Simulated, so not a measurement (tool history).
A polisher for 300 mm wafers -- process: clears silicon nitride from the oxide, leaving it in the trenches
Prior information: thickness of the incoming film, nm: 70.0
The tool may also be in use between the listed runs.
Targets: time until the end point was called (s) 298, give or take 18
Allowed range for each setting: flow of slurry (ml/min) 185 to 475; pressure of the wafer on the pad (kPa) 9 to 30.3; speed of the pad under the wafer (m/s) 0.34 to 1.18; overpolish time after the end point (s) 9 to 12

run,day,flow of slurry (ml/min),pressure of the wafer on the pad (kPa),speed of the pad under the wafer (m/s),overpolish time after the end point (s),time until the end point was called (s)
1,0,305,19.3,0.76,12,114.95
2,0.117,305,17.9,0.72,12,129.84
3,0.183,305,16.5,0.68,12,143.09
4,0.533,305,11.7,0.68,12,183.86
5,0.838,305,11.7,0.82,12,149.44
6,0.9,305,11.7,0.82,9,153.67
7,1.071,305,11,0.76,9,169.93
8,1.121,305,11,0.72,9,185.86
9,1.488,305,11,0.68,9,197.49
10,1.533,305,11,0.66,9,196.49

Which single option among these 5 for the next run brings every result within its allowed miss of target? Just one does.
A,1.579,335,9,0.6,9,?
B,1.579,380,12.4,0.88,10,?
C,1.579,260,9,0.5,11,?
D,1.579,290,9,0.42,9,?
E,1.579,295,9,0.6,9,?

move,time until the end point was called (s)
A,236.23
B,131.81
C,286.54
D,335.47
E,238.32
A: moves toward the targets from the last run without getting all of them in spec
B: misses by more than the last run did
C: hits every target within its allowed miss
D: pushes the last run's worst result past its target
E: moves toward the targets from the last run without getting all of them in spec
Correct choice: C, which meets every target

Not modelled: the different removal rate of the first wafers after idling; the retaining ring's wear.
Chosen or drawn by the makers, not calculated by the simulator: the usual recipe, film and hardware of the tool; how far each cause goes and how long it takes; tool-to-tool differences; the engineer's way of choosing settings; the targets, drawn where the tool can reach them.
